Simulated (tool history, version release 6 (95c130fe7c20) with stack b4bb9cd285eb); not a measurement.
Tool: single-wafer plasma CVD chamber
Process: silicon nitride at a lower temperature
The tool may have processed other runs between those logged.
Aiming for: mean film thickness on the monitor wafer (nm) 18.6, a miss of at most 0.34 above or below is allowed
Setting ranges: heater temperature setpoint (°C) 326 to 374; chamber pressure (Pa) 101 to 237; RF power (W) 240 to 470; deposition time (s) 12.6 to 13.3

run  hour  heater temperature setpoint (°C)  chamber pressure (Pa)  RF power (W)  deposition time (s)  mean film thickness on the monitor wafer (nm)
  1     0                               350                    169           355                 13.3                                         15.789
  2   8.3                               350                    179           360                 13.3                                         15.983
  3  16.9                               358                    179           360                 13.3                                         15.961
  4  23.8                               358                    179           310                 13.3                                         14.104
  5  24.8                               358                    188           325                 13.3                                         14.959
  6  29.4                               358                    196           335                 13.3                                         15.382
     35.2  -- capacitance manometer re-zeroed and calibrated
  7  35.2                               358                    203           345                 13.3                                         16.381
  8    36                               358                    209           350                 13.3                                         16.584
  9  36.8                               357                    237           405                 13.3                                         19.331
 10    38                               357                    235           405                 13.3                                         19.229
 11  41.9                               357                    232           405                 13.3                                         19.113
 12  50.7                               357                    229           405                 13.3                                         19.325
 13  57.9                               357                    227           405                 13.3                                         19.092
 14  61.6                               357                    224           405                 13.3                                         18.999
 15  63.5                               357                    223           405                 13.3                                         18.964

Which of these 4 next moves meets every target?
  A  65.4                               357                    220           395                 12.9                                              ?
  B  65.4                               357                    221           375                 13.3                                              ?
  C  65.4                               360                    235           380                 12.8                                              ?
  D  65.4                               356                    220           400                 13.2                                              ?

move  mean film thickness on the monitor wafer (nm)
   A                                         18.014
   B                                          17.87
   C                                          17.63
   D                                         18.612
A: takes the biggest miss from the last run beyond its target
B: takes the biggest miss from the last run beyond its target
C: takes the biggest miss from the last run beyond its target
D: hits every target within its allowed miss
The move that meets every target is D.
